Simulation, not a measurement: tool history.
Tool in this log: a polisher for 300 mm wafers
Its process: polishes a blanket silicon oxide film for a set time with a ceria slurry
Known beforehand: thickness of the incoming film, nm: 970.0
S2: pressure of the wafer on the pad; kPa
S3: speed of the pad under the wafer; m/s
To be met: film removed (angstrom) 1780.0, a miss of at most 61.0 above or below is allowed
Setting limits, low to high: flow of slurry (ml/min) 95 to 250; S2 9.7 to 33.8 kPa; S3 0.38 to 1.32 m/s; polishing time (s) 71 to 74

Run 1, hour 0.0: flow of slurry (ml/min) 160, S2 21.4 kPa, S3 0.84 m/s, polishing time (s) 71. Result: film removed (angstrom) 2343.7.
Run 2, hour 1.4: flow of slurry (ml/min) 160, S2 23.4 kPa, S3 0.84 m/s, polishing time (s) 71. Result: film removed (angstrom) 2485.5.
Run 3, hour 8.4: flow of slurry (ml/min) 160, S2 22.8 kPa, S3 0.84 m/s, polishing time (s) 71. Result: film removed (angstrom) 2425.3.
Run 4, hour 9.8: flow of slurry (ml/min) 160, S2 22.1 kPa, S3 0.84 m/s, polishing time (s) 71. Result: film removed (angstrom) 2402.5.
Run 5, hour 15.3: flow of slurry (ml/min) 160, S2 21.4 kPa, S3 0.84 m/s, polishing time (s) 71. Result: film removed (angstrom) 2333.2.
Run 6, hour 24.2: flow of slurry (ml/min) 160, S2 20.7 kPa, S3 0.84 m/s, polishing time (s) 71. Result: film removed (angstrom) 2295.1.
At hour 25.9: head pressure recalibrated.
Run 7, hour 25.9: flow of slurry (ml/min) 160, S2 20.0 kPa, S3 0.84 m/s, polishing time (s) 71. Result: film removed (angstrom) 2139.9.
Run 8, hour 31.3: flow of slurry (ml/min) 150, S2 17.9 kPa, S3 0.84 m/s, polishing time (s) 71. Result: film removed (angstrom) 1990.8.
Run 9, hour 34.9: flow of slurry (ml/min) 145, S2 16.5 kPa, S3 0.84 m/s, polishing time (s) 71. Result: film removed (angstrom) 1927.3.

Of the 5 settings listed for the next run, only one would bring every result within its allowed miss of target. Which one?
Run A, hour 38.5: flow of slurry (ml/min) 145, S2 18.6 kPa, S3 0.88 m/s, polishing time (s) 74. Result: film removed (angstrom) ?.
Run B, hour 38.5: flow of slurry (ml/min) 165, S2 11.7 kPa, S3 1.04 m/s, polishing time (s) 71. Result: film removed (angstrom) ?.
Run C, hour 38.5: flow of slurry (ml/min) 95, S2 13.8 kPa, S3 1.06 m/s, polishing time (s) 74. Result: film removed (angstrom) ?.
Run D, hour 38.5: flow of slurry (ml/min) 155, S2 17.2 kPa, S3 0.76 m/s, polishing time (s) 72. Result: film removed (angstrom) ?.
Run E, hour 38.5: flow of slurry (ml/min) 135, S2 15.9 kPa, S3 0.92 m/s, polishing time (s) 74. Result: film removed (angstrom) ?.

move  film removed (angstrom)
   A                   2216.5
   B                   2009.2
   C                   2139.6
   D                   1807.5
   E                   2100.8
A: further off than the last run
B: further off than the last run
C: further off than the last run
D: all results land within tolerance of their targets
E: further off than the last run
The move that meets every target is D.

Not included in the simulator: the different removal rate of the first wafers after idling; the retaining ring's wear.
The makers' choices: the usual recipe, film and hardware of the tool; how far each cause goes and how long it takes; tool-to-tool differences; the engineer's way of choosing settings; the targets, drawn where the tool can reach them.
